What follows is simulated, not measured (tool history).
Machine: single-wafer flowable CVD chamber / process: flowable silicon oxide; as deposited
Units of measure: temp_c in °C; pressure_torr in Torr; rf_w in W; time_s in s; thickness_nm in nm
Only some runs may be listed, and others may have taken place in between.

{"run": 1, "hour": 0.0, "temp_c": 105, "pressure_torr": 1.02, "rf_w": 2335, "time_s": 625, "thickness_nm": 441.44}
{"run": 2, "hour": 1.6, "temp_c": 110, "pressure_torr": 1.02, "rf_w": 2335, "time_s": 625, "thickness_nm": 381.87}
{"run": 3, "hour": 6.8, "temp_c": 110, "pressure_torr": 1.15, "rf_w": 2335, "time_s": 625, "thickness_nm": 428.65}
{"run": 4, "hour": 13.1, "temp_c": 110, "pressure_torr": 1.15, "rf_w": 2150, "time_s": 625, "thickness_nm": 419.4}
{"run": 5, "hour": 22.0, "temp_c": 110, "pressure_torr": 1.15, "rf_w": 2390, "time_s": 625, "thickness_nm": 431.2}
{"run": 6, "hour": 27.6, "temp_c": 114, "pressure_torr": 1.12, "rf_w": 2385, "time_s": 625, "thickness_nm": 373.3}
{"run": 7, "hour": 35.4, "temp_c": 117, "pressure_torr": 1.09, "rf_w": 2380, "time_s": 625, "thickness_nm": 338.85}

Run 8 comes next. What will it give?
{"run": 8, "hour": 38.0, "temp_c": 120, "pressure_torr": 1.05, "rf_w": 2370, "time_s": 625, "thickness_nm": "?"}

Run 8 yielded thickness_nm 299.15 nm.
